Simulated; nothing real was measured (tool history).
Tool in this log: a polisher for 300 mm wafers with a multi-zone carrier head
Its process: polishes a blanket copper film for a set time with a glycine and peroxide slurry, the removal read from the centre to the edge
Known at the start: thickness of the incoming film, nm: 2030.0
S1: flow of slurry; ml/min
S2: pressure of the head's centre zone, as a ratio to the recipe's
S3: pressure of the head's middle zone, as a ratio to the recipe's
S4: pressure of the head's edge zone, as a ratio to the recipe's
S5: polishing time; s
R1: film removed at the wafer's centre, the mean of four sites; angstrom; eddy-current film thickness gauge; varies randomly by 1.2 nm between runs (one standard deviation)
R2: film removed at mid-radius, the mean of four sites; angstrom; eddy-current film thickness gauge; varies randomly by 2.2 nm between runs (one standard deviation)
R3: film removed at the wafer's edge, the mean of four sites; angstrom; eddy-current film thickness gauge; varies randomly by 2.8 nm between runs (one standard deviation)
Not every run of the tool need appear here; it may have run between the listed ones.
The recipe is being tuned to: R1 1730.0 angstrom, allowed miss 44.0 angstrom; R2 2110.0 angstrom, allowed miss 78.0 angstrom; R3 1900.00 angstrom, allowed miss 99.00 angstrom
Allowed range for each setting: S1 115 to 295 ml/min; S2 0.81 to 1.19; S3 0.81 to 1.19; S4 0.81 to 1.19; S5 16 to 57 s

{"run": 1, "day": 0.0, "S1": 190, "S2": 1.0, "S3": 1.0, "S4": 1.0, "S5": 36, "R1": 1471.7, "R2": 1514.7, "R3": 1477.2}
{"run": 2, "day": 0.367, "S1": 190, "S2": 1.0, "S3": 1.0, "S4": 0.95, "S5": 36, "R1": 1475.3, "R2": 1529.8, "R3": 1425.3}
{"run": 3, "day": 0.692, "S1": 190, "S2": 1.0, "S3": 1.0, "S4": 0.95, "S5": 27, "R1": 1106.1, "R2": 1144.2, "R3": 1107.6}
{"run": 4, "day": 0.829, "S1": 195, "S2": 1.0, "S3": 1.02, "S4": 0.97, "S5": 28, "R1": 1154.3, "R2": 1189.6, "R3": 1129.3}
{"run": 5, "day": 0.954, "S1": 195, "S2": 1.0, "S3": 1.02, "S4": 0.91, "S5": 28, "R1": 1179.5, "R2": 1198.4, "R3": 1090.5}
{"run": 6, "day": 1.146, "S1": 195, "S2": 1.0, "S3": 1.02, "S4": 0.91, "S5": 25, "R1": 1028.6, "R2": 1059.6, "R3": 971.75}
{"day": 1.388, "done": "worn pad replaced by a new one"}
{"run": 7, "day": 1.388, "S1": 190, "S2": 1.0, "S3": 1.03, "S4": 0.93, "S5": 27, "R1": 1213.4, "R2": 1285.0, "R3": 1158.9}
{"run": 8, "day": 1.479, "S1": 185, "S2": 1.0, "S3": 1.04, "S4": 0.95, "S5": 27, "R1": 1212.6, "R2": 1254.9, "R3": 1164.1}
{"run": 9, "day": 1.546, "S1": 235, "S2": 0.9, "S3": 1.14, "S4": 1.05, "S5": 37, "R1": 1523.5, "R2": 1940.8, "R3": 1759.4}
{"run": 10, "day": 1.588, "S1": 240, "S2": 0.91, "S3": 1.14, "S4": 1.06, "S5": 37, "R1": 1555.1, "R2": 1962.3, "R3": 1757.6}
{"run": 11, "day": 1.862, "S1": 245, "S2": 0.91, "S3": 1.14, "S4": 1.07, "S5": 37, "R1": 1559.4, "R2": 1941.2, "R3": 1742.8}

Which single option among these 5 for the next run brings every result within its allowed miss of target? Just one does.
{"run": "A", "day": 2.138, "S1": 265, "S2": 0.86, "S3": 1.19, "S4": 1.0, "S5": 33, "R1": "?", "R2": "?", "R3": "?"}
{"run": "B", "day": 2.138, "S1": 205, "S2": 0.82, "S3": 0.98, "S4": 1.18, "S5": 39, "R1": "?", "R2": "?", "R3": "?"}
{"run": "C", "day": 2.138, "S1": 245, "S2": 1.05, "S3": 0.95, "S4": 1.09, "S5": 38, "R1": "?", "R2": "?", "R3": "?"}
{"run": "D", "day": 2.138, "S1": 290, "S2": 1.1, "S3": 1.14, "S4": 0.93, "S5": 34, "R1": "?", "R2": "?", "R3": "?"}
{"run": "E", "day": 2.138, "S1": 285, "S2": 0.93, "S3": 1.15, "S4": 1.1, "S5": 39, "R1": "?", "R2": "?", "R3": "?"}

move=A R1=1351.0 R2=1805.9 R3=1495.50
move=B R1=1468.6 R2=1776.4 R3=1881.50
move=C R1=1881.4 R2=1726.1 R3=1790.30
move=D R1=1801.8 R2=1812.7 R3=1500.20
move=E R1=1741.9 R2=2091.5 R3=1864.40
A: the biggest miss grows against the last run
B: the biggest miss grows against the last run
C: pushes the last run's worst result past its target
D: pushes the last run's worst result past its target
E: meets every target
Go with E: it meets all targets.
